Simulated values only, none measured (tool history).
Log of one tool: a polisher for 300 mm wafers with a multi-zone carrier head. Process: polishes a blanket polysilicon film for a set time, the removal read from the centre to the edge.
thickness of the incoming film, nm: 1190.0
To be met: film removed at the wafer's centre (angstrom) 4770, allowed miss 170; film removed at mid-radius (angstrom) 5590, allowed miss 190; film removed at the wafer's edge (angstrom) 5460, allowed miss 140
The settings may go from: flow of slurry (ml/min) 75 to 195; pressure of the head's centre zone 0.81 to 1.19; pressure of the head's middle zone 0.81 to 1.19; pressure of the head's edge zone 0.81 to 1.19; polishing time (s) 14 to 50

run  hour  flow of slurry (ml/min)  pressure of the head's centre zone  pressure of the head's middle zone  pressure of the head's edge zone  polishing time (s)  film removed at the wafer's centre (angstrom)  film removed at mid-radius (angstrom)  film removed at the wafer's edge (angstrom)
  1     0                      125                                   1                                   1                                 1                  32                                         3801.7                                 3923.3                                       3921.1
  2   7.7                      150                                   1                                   1                                 1                  32                                         4125.9                                 4077.7                                       4060.3
  3   8.7                      155                                0.97                                1.03                              1.04                  34                                         4209.7                                 4367.5                                       4361.8
  4    10                      185                                0.97                                1.03                              1.04                  34                                         4339.9                                 4557.8                                         4507
  5  16.4                      185                                0.97                                1.07                              1.04                  34                                         4320.9                                 4697.1                                       4543.5
  6  24.7                      185                                0.97                                1.07                               1.1                  34                                         4334.2                                 4678.5                                       4656.2
  7  30.3                      185                                0.96                                1.09                              1.12                  35                                         4406.7                                 4883.6                                       4785.7
  8  38.5                      185                                0.95                                 1.1                              1.13                  36                                         4452.5                                 5137.2                                       4920.6
  9    46                      185                                0.94                                 1.1                              1.14                  37                                         4514.1                                 5187.4                                         5145
 10  52.1                      185                                0.94                                1.11                              1.15                  37                                         4599.3                                 5119.4                                       5138.5

Which of these 5 next moves meets every target?
  A  58.2                      150                                0.92                                1.12                              1.13                  41                                              ?                                      ?                                            ?
  B  58.2                      155                                1.01                                1.05                              1.19                  36                                              ?                                      ?                                            ?
  C  58.2                      140                                   1                                0.83                              1.19                  41                                              ?                                      ?                                            ?
  D  58.2                      175                                0.93                                0.98                              1.19                  38                                              ?                                      ?                                            ?
  E  58.2                      195                                0.92                                1.18                              1.09                  37                                              ?                                      ?                                            ?

move  film removed at the wafer's centre (angstrom)  film removed at mid-radius (angstrom)  film removed at the wafer's edge (angstrom)
   A                                         4828.2                                 5604.5                                       5467.1
   B                                         4624.9                                 4744.6                                       4950.8
   C                                         5096.8                                 4573.8                                       5568.3
   D                                           4658                                 4898.7                                       5313.2
   E                                         4585.9                                 5481.2                                       5009.1
A: meets every target
B: further off than the last run
C: further off than the last run
D: further off than the last run
E: brings the result that was furthest off to its target, and leaves another outside
Move A is the one to make.

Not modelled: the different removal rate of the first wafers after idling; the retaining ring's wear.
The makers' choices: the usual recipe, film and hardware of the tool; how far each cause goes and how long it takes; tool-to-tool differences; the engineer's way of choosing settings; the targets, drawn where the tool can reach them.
